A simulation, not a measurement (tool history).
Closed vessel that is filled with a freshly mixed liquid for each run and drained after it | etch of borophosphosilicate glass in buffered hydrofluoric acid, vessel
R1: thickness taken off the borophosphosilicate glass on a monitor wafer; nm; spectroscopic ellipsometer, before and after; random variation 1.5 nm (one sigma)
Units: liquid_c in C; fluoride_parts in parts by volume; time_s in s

Run 1, day 0: liquid_c 24 C, fluoride_parts 14 parts by volume, time_s 95 s. Result: R1 129.21 nm.
Run 2, day 0.121: liquid_c 22.5 C, fluoride_parts 14 parts by volume, time_s 95 s. Result: R1 118.82 nm.
Run 3, day 0.3: liquid_c 22.5 C, fluoride_parts 14 parts by volume, time_s 95 s. Result: R1 118.93 nm.
Run 4, day 0.392: liquid_c 22.5 C, fluoride_parts 18 parts by volume, time_s 95 s. Result: R1 93.795 nm.
Run 5, day 0.45: liquid_c 22.5 C, fluoride_parts 18 parts by volume, time_s 105 s. Result: R1 102.94 nm.
Run 6, day 0.712: liquid_c 22.5 C, fluoride_parts 18 parts by volume, time_s 105 s. Result: R1 103.45 nm.
Run 7, day 0.8: liquid_c 23.5 C, fluoride_parts 17 parts by volume, time_s 105 s. Result: R1 115.03 nm.
Run 8, day 0.942: liquid_c 24.5 C, fluoride_parts 16 parts by volume, time_s 105 s. Result: R1 130.26 nm.
Run 9, day 1.188: liquid_c 25.5 C, fluoride_parts 15 parts by volume, time_s 105 s. Result: R1 146.46 nm.

The next listed run, before its measurement:
Run 10, day 1.425: liquid_c 25.5 C, fluoride_parts 15 parts by volume, time_s 105 s. Result: R1 ?.

Run 10 gave R1 145.23 nm.
